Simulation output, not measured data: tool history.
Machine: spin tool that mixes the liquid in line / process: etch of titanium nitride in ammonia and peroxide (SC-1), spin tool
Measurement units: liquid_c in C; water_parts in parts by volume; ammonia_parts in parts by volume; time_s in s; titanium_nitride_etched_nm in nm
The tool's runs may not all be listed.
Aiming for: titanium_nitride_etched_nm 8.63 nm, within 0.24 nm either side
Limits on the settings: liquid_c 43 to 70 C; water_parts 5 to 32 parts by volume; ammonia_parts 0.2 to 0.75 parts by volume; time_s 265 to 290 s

run	hour	liquid_c	water_parts	ammonia_parts	time_s	titanium_nitride_etched_nm
1	0	59	17.5	0.45	265	16.838
2	6.4	55.5	17.5	0.45	265	13.338
3	12.2	53.5	17.5	0.45	265	11.51
4	16.7	53.5	17.5	0.45	290	12.653
5	18.4	53.5	17.5	0.55	290	12.975
6	26.6	53.5	17.5	0.55	265	12.063
7	28.6	52	17.5	0.55	265	10.868
8	35.7	51	17.5	0.55	265	10.15
9	41.6	50	17.5	0.55	265	9.5661
10	45	49.5	17.5	0.55	265	9.076

Which one of the following 4 next-run settings gets every result inside its allowed miss? There is exactly one.
A	48.4	52	24.5	0.6	265	?
B	48.4	49	17.5	0.5	285	?
C	48.4	46.5	17	0.7	290	?
D	48.4	52	23	0.65	265	?

move	titanium_nitride_etched_nm
A	9.1336
B	9.3032
C	8.5673
D	9.6048
A: moves away from the targets compared with the last run
B: moves away from the targets compared with the last run
C: meets every target
D: moves away from the targets compared with the last run
Answer: C
